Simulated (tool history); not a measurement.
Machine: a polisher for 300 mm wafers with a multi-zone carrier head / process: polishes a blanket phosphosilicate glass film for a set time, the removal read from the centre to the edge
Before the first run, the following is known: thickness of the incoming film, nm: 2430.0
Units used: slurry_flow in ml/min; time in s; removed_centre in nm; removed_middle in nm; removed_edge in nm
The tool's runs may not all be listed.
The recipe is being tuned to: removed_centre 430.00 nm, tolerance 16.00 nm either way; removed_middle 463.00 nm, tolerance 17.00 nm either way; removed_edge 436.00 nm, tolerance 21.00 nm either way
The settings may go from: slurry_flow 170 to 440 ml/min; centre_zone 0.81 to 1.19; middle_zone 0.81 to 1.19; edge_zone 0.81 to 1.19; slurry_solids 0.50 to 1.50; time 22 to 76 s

run	day	slurry_flow	centre_zone	middle_zone	edge_zone	slurry_solids	time	removed_centre	removed_middle	removed_edge
1	0.000	280	1.00	1.00	1.00	1.00	49	330.20	343.85	339.64
2	0.046	280	1.01	1.02	1.02	1.10	49	347.58	362.63	351.81
3	0.258	280	1.01	1.02	1.02	1.10	41	295.06	304.56	304.26
4	0.421	285	1.01	1.04	1.04	1.20	43	317.42	334.05	328.44
5	0.562	285	1.01	1.04	1.04	1.30	43	325.82	349.15	339.05
6	0.638	335	1.01	1.04	1.04	1.30	43	338.64	352.72	342.38
7	0.938	330	1.02	1.05	1.05	1.35	45	354.66	375.16	365.48
8	1.088	330	1.03	1.06	1.06	1.40	46	375.09	383.43	382.92
9	1.288	330	1.03	1.08	1.06	1.40	47	385.12	408.36	382.84
10	1.592	330	1.03	1.09	1.07	1.40	48	395.25	413.11	399.46
11	1.767	330	1.03	1.09	1.07	1.40	48	387.85	417.62	394.64
12	2.142	330	1.04	1.10	1.08	1.40	48	395.42	419.58	402.46
13	2.167	330	1.05	1.11	1.09	1.40	48	394.12	423.36	401.04
14	2.196	330	1.06	1.12	1.10	1.40	48	406.68	428.60	396.11
15	2.300	330	1.06	1.12	1.11	1.40	48	401.26	424.02	402.49
16	2.596	330	1.06	1.13	1.12	1.40	48	400.73	431.37	403.64
17	2.933	330	1.06	1.13	1.13	1.40	48	407.87	431.53	403.24
18	3.004	330	1.06	1.13	1.14	1.40	48	403.02	429.67	413.00
19	3.058	330	1.06	1.14	1.15	1.40	48	407.11	424.75	419.52

Consider the 4 candidate settings below. Which is the only one whose results all fall within their allowed miss of target?
A	3.112	375	1.06	1.16	1.12	1.30	52	?	?	?
B	3.112	335	0.93	0.96	1.19	1.50	49	?	?	?
C	3.112	240	1.03	1.19	1.09	1.30	52	?	?	?
D	3.112	320	1.13	1.09	1.19	1.45	47	?	?	?

move	removed_centre	removed_middle	removed_edge
A	426.87	461.91	419.90
B	367.55	396.00	428.38
C	397.54	453.30	402.14
D	422.49	409.71	404.25
A: in spec on every target
B: moves away from the targets compared with the last run
C: brings the last run's worst result on target, with another outside its allowed miss
D: moves away from the targets compared with the last run
Go with A: it meets all targets.

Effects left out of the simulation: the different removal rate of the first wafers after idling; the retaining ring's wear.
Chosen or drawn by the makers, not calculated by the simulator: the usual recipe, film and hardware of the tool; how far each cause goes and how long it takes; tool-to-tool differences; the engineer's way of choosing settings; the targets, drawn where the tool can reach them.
